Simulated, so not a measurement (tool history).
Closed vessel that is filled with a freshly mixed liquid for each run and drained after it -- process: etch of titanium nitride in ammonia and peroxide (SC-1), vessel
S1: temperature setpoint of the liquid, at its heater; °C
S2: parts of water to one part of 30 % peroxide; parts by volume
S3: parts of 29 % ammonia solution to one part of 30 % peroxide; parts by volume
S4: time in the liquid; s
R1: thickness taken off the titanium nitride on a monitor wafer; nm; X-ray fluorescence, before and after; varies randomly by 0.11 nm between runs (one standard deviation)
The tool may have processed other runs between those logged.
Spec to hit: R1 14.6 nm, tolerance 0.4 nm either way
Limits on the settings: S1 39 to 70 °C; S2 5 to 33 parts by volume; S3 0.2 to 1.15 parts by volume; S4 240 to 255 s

run,hour,S1,S2,S3,S4,R1
1,0,55,18.5,0.65,240,18.132
2,5.9,54.5,18.5,0.65,240,17.524
3,12.4,54.5,18.5,0.65,240,17.456
4,14.5,54.5,18.5,0.75,240,17.947
5,17.6,54.5,18.5,0.9,240,18.719
6,25.1,54.5,16.5,0.9,240,19.644
7,32.8,53.5,16.5,0.9,240,18.362
8,37,53,16.5,0.9,240,18.028
9,39,52.5,16.5,0.9,240,17.221
10,43.8,52,16.5,0.9,240,16.801
11,49.2,52,16.5,0.9,240,16.683
12,53.8,51.5,16.5,0.9,240,16.011
13,58.5,51,16.5,0.9,240,15.497

Pick the move, out of 5, that brings all results within their allowed miss; only one does.
A,63.2,51.5,17.5,0.9,245,?
B,63.2,49.5,19,1.05,245,?
C,63.2,47.5,14,1.1,255,?
D,63.2,51,15.5,0.8,250,?
E,63.2,51,20.5,0.9,240,?

move,R1
A,15.959
B,13.639
C,14.621
D,16.459
E,13.854
A: misses by more than the last run did
B: takes the result that was furthest off past its target
C: each result inside its tolerance
D: misses by more than the last run did
E: takes the result that was furthest off past its target
C is the move that brings every result within its allowed miss.
